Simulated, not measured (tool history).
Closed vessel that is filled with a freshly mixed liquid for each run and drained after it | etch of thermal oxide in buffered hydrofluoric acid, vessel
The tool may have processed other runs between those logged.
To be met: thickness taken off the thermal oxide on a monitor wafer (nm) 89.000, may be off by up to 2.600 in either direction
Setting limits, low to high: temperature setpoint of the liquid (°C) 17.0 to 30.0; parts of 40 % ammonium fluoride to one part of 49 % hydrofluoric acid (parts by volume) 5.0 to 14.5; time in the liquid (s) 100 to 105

run,hour,temperature setpoint of the liquid (°C),parts of 40 % ammonium fluoride to one part of 49 % hydrofluoric acid (parts by volume),time in the liquid (s),thickness taken off the thermal oxide on a monitor wafer (nm)
1,0.0,22.0,9.0,100,119.290
2,5.2,21.0,9.0,100,112.650
3,8.3,24.0,9.0,100,132.680
4,9.9,22.5,9.0,100,118.770
5,18.6,21.0,9.0,100,111.580
6,20.6,19.0,9.0,100,99.546
7,24.8,18.5,9.0,100,96.713
8,26.5,18.0,9.0,100,94.541
9,30.4,17.5,9.0,100,92.323
10,32.2,17.5,9.0,100,91.262

Below are 5 possible settings for the next run. Only one of them brings all results inside the allowed miss of their targets. Which is it?
A,34.0,17.0,8.5,100,?
B,34.0,17.0,9.0,105,?
C,34.0,18.0,10.0,100,?
D,34.0,17.5,9.0,105,?
E,34.0,18.5,9.0,100,?

move,thickness taken off the thermal oxide on a monitor wafer (nm)
A,94.341
B,93.091
C,87.822
D,95.783
E,96.546
A: lands further from the targets than the last run did
B: lands further from the targets than the last run did
C: meets every target
D: lands further from the targets than the last run did
E: lands further from the targets than the last run did
The right move is C.
